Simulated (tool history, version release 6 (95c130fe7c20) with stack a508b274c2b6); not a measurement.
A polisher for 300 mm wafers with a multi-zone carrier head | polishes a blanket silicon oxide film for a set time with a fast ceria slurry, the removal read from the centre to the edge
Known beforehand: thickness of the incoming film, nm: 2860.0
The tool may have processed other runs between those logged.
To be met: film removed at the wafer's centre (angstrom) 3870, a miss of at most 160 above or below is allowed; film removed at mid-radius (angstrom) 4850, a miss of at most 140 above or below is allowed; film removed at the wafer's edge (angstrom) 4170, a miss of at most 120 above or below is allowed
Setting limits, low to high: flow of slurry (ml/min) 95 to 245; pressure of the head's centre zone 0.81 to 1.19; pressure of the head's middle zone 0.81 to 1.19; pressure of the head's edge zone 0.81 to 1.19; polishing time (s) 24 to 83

run	hour	flow of slurry (ml/min)	pressure of the head's centre zone	pressure of the head's middle zone	pressure of the head's edge zone	polishing time (s)	film removed at the wafer's centre (angstrom)	film removed at mid-radius (angstrom)	film removed at the wafer's edge (angstrom)
1	0	155	1	1	1	53	5756.2	5783.3	5992
2	5.6	155	0.97	1	1	53	5636.5	5761.2	6011.5
3	7.4	145	0.94	1.05	0.95	48	4866.2	5399.2	5239.5
4	12.7	145	0.94	1.09	0.95	48	4865.5	5555.5	5208.2
5	19.9	145	0.94	1.09	0.95	61	6058.3	7077.3	6744.2
6	25.4	145	0.94	1.09	0.95	50	5057.2	5816.1	5515.3
7	32.4	140	0.92	1.1	0.91	47	4631.4	5427.7	4978.2
8	35.5	135	0.9	1.11	0.88	45	4334.5	5270.2	4719.8
9	38.5	130	0.89	1.11	0.86	44	4144.5	5166.5	4559.1
10	44.6	125	0.89	1.11	0.84	43	4088.1	4972.9	4347.6

Exactly one of the 5 candidate moves below puts every result within its allowed miss. Which one?
A	50.7	100	0.86	1.08	0.95	43	?	?	?
B	50.7	130	0.95	1.13	0.91	42	?	?	?
C	50.7	160	0.88	1.14	0.85	40	?	?	?
D	50.7	105	0.87	1.08	0.89	45	?	?	?
E	50.7	105	0.81	1.08	0.94	44	?	?	?

move	film removed at the wafer's centre (angstrom)	film removed at mid-radius (angstrom)	film removed at the wafer's edge (angstrom)
A	3793.9	4696	4498
B	4235.5	4960	4425.4
C	3894.5	4901.9	4171.5
D	4046	4952.3	4591.4
E	3715.6	4843.2	4604.1
A: misses by more than the last run did
B: misses by more than the last run did
C: all results in spec
D: misses by more than the last run did
E: misses by more than the last run did
C is the move that brings every result within its allowed miss.
